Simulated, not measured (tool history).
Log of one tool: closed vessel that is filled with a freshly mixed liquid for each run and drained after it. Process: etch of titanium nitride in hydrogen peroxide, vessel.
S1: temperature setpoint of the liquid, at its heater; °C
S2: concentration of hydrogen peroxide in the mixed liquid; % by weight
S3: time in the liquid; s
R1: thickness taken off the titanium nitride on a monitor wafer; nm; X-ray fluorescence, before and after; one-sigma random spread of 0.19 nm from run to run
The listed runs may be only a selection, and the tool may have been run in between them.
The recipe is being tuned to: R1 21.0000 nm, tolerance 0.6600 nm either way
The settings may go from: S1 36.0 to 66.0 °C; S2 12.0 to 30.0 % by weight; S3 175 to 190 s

run,hour,S1,S2,S3,R1
1,0.0,52.0,22.0,175,11.6170
2,7.7,54.0,22.0,175,13.4580
3,10.3,54.0,22.0,175,13.4570
4,15.4,47.0,22.0,175,7.9938
5,16.9,50.0,22.0,175,10.1940
6,20.8,52.5,22.0,175,11.9320
7,22.3,54.5,22.0,175,13.8860
8,31.5,56.0,22.0,175,15.4130
9,40.7,57.0,22.0,175,16.5470
10,41.7,58.0,22.0,175,17.6240
11,48.2,58.5,22.0,175,18.1890
12,52.1,59.0,22.0,175,18.9210

Below are 4 possible settings for the next run. Only one of them brings all results inside the allowed miss of their targets. Which is it?
A,56.0,61.0,21.5,185,?
B,56.0,60.5,22.5,175,?
C,56.0,59.5,21.5,175,?
D,56.0,59.5,20.5,180,?

move,R1
A,22.6920
B,20.9560
C,19.3880
D,19.7390
A: takes the biggest miss from the last run beyond its target
B: every result lands within tolerance
C: closes in on the targets versus the last run, not all within tolerance yet
D: closes in on the targets versus the last run, not all within tolerance yet
So the answer is move B, the one that meets all the targets.
